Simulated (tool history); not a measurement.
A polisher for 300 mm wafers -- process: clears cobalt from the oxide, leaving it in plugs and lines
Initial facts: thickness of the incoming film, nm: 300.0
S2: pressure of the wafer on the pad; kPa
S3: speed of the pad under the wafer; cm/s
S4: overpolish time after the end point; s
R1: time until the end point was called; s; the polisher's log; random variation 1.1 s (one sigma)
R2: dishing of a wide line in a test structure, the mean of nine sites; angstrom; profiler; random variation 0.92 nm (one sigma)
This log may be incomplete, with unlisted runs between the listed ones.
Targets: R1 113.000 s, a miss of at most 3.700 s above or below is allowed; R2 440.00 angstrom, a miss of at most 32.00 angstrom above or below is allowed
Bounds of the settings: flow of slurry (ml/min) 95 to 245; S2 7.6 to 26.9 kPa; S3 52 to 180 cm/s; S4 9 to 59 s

{"run": 1, "hour": 0.0, "flow of slurry (ml/min)": 155, "S2": 17.2, "S3": 116, "S4": 30, "R1": 37.55, "R2": 664.32}
{"run": 2, "hour": 3.6, "flow of slurry (ml/min)": 155, "S2": 14.5, "S3": 116, "S4": 30, "R1": 45.634, "R2": 633.52}
{"run": 3, "hour": 6.8, "flow of slurry (ml/min)": 130, "S2": 14.5, "S3": 116, "S4": 30, "R1": 46.713, "R2": 627.4}
{"run": 4, "hour": 10.6, "flow of slurry (ml/min)": 120, "S2": 12.4, "S3": 104, "S4": 24, "R1": 61.529, "R2": 557.95}
{"run": 5, "hour": 17.6, "flow of slurry (ml/min)": 115, "S2": 11.0, "S3": 96, "S4": 20, "R1": 73.041, "R2": 483.57}
{"run": 6, "hour": 20.6, "flow of slurry (ml/min)": 115, "S2": 11.0, "S3": 96, "S4": 27, "R1": 72.436, "R2": 534.9}
{"run": 7, "hour": 29.3, "flow of slurry (ml/min)": 105, "S2": 7.6, "S3": 64, "S4": 13, "R1": 158.07, "R2": 211.32}
{"run": 8, "hour": 34.8, "flow of slurry (ml/min)": 100, "S2": 8.3, "S3": 66, "S4": 21, "R1": 144.54, "R2": 320.83}
{"run": 9, "hour": 39.9, "flow of slurry (ml/min)": 100, "S2": 9.0, "S3": 66, "S4": 23, "R1": 131.46, "R2": 376.86}
{"run": 10, "hour": 41.2, "flow of slurry (ml/min)": 100, "S2": 9.7, "S3": 66, "S4": 23, "R1": 125.41, "R2": 390.87}
{"run": 11, "hour": 50.0, "flow of slurry (ml/min)": 100, "S2": 9.7, "S3": 66, "S4": 23, "R1": 123.03, "R2": 386.39}
{"run": 12, "hour": 52.0, "flow of slurry (ml/min)": 95, "S2": 10.3, "S3": 66, "S4": 24, "R1": 118.18, "R2": 404.7}
{"run": 13, "hour": 59.2, "flow of slurry (ml/min)": 95, "S2": 10.3, "S3": 66, "S4": 25, "R1": 117.88, "R2": 412.78}

Consider the 4 candidate settings below. Which is the only one whose results all fall within their allowed miss of target?
{"run": "A", "hour": 66.4, "flow of slurry (ml/min)": 100, "S2": 10.3, "S3": 68, "S4": 26, "R1": "?", "R2": "?"}
{"run": "B", "hour": 66.4, "flow of slurry (ml/min)": 95, "S2": 10.3, "S3": 64, "S4": 40, "R1": "?", "R2": "?"}
{"run": "C", "hour": 66.4, "flow of slurry (ml/min)": 95, "S2": 10.3, "S3": 62, "S4": 21, "R1": "?", "R2": "?"}
{"run": "D", "hour": 66.4, "flow of slurry (ml/min)": 95, "S2": 10.3, "S3": 74, "S4": 24, "R1": "?", "R2": "?"}

move=A R1=112.600 R2=435.27
move=B R1=120.860 R2=520.63
move=C R1=124.540 R2=359.29
move=D R1=105.280 R2=431.69
A: meets every target
B: lands further from the targets than the last run did
C: lands further from the targets than the last run did
D: takes the biggest miss from the last run beyond its target
A is the move that brings every result within its allowed miss.
